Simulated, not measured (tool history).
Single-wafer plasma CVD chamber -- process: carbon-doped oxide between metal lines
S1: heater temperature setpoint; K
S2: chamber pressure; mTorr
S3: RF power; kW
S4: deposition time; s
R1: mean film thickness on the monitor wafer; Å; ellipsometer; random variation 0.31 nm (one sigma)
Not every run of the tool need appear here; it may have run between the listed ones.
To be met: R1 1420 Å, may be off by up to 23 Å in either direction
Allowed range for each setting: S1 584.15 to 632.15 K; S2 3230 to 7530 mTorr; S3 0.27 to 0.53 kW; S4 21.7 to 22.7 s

run 1 hour=0 | S1=608.15 S2=5380 S3=0.4 S4=22.7 | R1=1205.6
run 2 hour=6 | S1=608.15 S2=5380 S3=0.455 S4=22.7 | R1=1358.4
run 3 hour=8.5 | S1=608.15 S2=5380 S3=0.455 S4=22.7 | R1=1363.4
run 4 hour=12.2 | S1=604.15 S2=5380 S3=0.455 S4=22.7 | R1=1375.6
run 5 hour=18.1 | S1=604.15 S2=5380 S3=0.455 S4=22.7 | R1=1373.6
run 6 hour=22.6 | S1=604.15 S2=5380 S3=0.405 S4=22.7 | R1=1235.5
run 7 hour=25.1 | S1=601.15 S2=5670 S3=0.415 S4=22.7 | R1=1279.6
run 8 hour=26.8 | S1=589.15 S2=6750 S3=0.445 S4=22.7 | R1=1451.9

Exactly one of the 4 candidate moves below puts every result within its allowed miss. Which one?
run A hour=28.5 | S1=598.15 S2=5640 S3=0.485 S4=22.5 | R1=?
run B hour=28.5 | S1=596.15 S2=6790 S3=0.455 S4=21.8 | R1=?
run C hour=28.5 | S1=587.15 S2=7040 S3=0.43 S4=21.9 | R1=?
run D hour=28.5 | S1=596.15 S2=7500 S3=0.465 S4=21.8 | R1=?

move=A R1=1470.9
move=B R1=1386.9
move=C R1=1370.2
move=D R1=1419.7
A: lands further from the targets than the last run did
B: takes the result that was furthest off past its target
C: takes the result that was furthest off past its target
D: all results in spec
Correct choice: D, which meets every target

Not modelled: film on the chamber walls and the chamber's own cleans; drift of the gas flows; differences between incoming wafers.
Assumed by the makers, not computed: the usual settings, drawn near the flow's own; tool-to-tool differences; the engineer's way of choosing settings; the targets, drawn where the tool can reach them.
